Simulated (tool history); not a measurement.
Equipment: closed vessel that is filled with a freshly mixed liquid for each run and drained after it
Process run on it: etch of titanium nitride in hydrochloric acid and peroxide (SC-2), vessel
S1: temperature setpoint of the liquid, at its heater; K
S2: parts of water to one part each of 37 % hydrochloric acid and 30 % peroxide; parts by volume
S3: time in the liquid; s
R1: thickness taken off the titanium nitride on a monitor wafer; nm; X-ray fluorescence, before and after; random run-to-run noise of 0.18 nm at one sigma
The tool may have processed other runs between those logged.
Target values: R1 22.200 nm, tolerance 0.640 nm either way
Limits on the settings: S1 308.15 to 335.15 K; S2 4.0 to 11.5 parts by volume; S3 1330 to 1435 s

| run | hour | S1 | S2 | S3 | R1 |
|---|---|---|---|---|---|
| 1 | 0.0 | 319.15 | 6.5 | 1330 | 30.759 |
| 2 | 2.7 | 319.15 | 6.5 | 1435 | 32.869 |
| 3 | 7.7 | 325.15 | 6.5 | 1435 | 49.701 |
| 4 | 16.1 | 325.15 | 6.5 | 1330 | 46.385 |
| 5 | 17.8 | 322.15 | 6.5 | 1330 | 37.601 |
| 6 | 25.8 | 320.15 | 6.5 | 1330 | 32.778 |
| 7 | 34.5 | 318.65 | 6.5 | 1330 | 29.475 |
| 8 | 35.8 | 313.65 | 6.5 | 1330 | 21.001 |

Next run, 4 choices. One meets every target within its allowed miss, the rest don't. Which?
| A | 37.1 | 314.15 | 7.0 | 1330 | ? |
| B | 37.1 | 315.65 | 8.0 | 1435 | ? |
| C | 37.1 | 314.15 | 7.0 | 1345 | ? |
| D | 37.1 | 309.65 | 5.0 | 1330 | ? |

| move | R1 |
|---|---|
| A | 20.735 |
| B | 22.371 |
| C | 20.969 |
| D | 19.318 |
A: its largest miss is bigger than the last run's
B: hits every target within its allowed miss
C: about the same distance from the targets as the last run
D: its largest miss is bigger than the last run's
Answer: B

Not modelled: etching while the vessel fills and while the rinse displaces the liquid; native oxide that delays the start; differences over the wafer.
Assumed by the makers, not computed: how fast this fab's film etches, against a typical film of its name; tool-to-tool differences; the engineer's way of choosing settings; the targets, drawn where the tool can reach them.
